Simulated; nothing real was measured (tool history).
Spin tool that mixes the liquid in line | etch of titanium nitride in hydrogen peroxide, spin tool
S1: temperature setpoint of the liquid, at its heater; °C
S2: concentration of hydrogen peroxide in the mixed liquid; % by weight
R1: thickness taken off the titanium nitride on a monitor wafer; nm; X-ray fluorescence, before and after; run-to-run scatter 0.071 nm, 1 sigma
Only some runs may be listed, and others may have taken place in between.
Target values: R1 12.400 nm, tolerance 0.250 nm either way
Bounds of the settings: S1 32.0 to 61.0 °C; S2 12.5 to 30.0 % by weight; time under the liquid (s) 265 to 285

run 1 day=0.000 | S1=45.0 S2=23.5 time_under_the_liquid_(s)=265 | R1=16.505
run 2 day=0.279 | S1=44.0 S2=23.5 time_under_the_liquid_(s)=265 | R1=15.118
run 3 day=0.521 | S1=44.0 S2=27.5 time_under_the_liquid_(s)=265 | R1=15.751
run 4 day=0.679 | S1=43.5 S2=27.5 time_under_the_liquid_(s)=265 | R1=15.061
run 5 day=0.875 | S1=43.0 S2=27.5 time_under_the_liquid_(s)=265 | R1=14.516
run 6 day=1.000 | S1=43.0 S2=24.5 time_under_the_liquid_(s)=265 | R1=14.213
run 7 day=1.062 | S1=42.5 S2=24.5 time_under_the_liquid_(s)=265 | R1=13.816
run 8 day=1.338 | S1=42.0 S2=24.5 time_under_the_liquid_(s)=265 | R1=13.246

Which of these 4 next moves meets every target?
run A day=1.612 | S1=42.5 S2=22.5 time_under_the_liquid_(s)=265 | R1=?
run B day=1.612 | S1=40.5 S2=25.5 time_under_the_liquid_(s)=265 | R1=?
run C day=1.612 | S1=41.0 S2=26.0 time_under_the_liquid_(s)=265 | R1=?
run D day=1.612 | S1=40.5 S2=28.0 time_under_the_liquid_(s)=285 | R1=?

move=A R1=13.392
move=B R1=11.835
move=C R1=12.344
move=D R1=12.992
A: the biggest miss grows against the last run
B: takes the result that was furthest off past its target
C: each result inside its tolerance
D: an improvement on the last run, though not all results are within tolerance
Move C is the one to make.
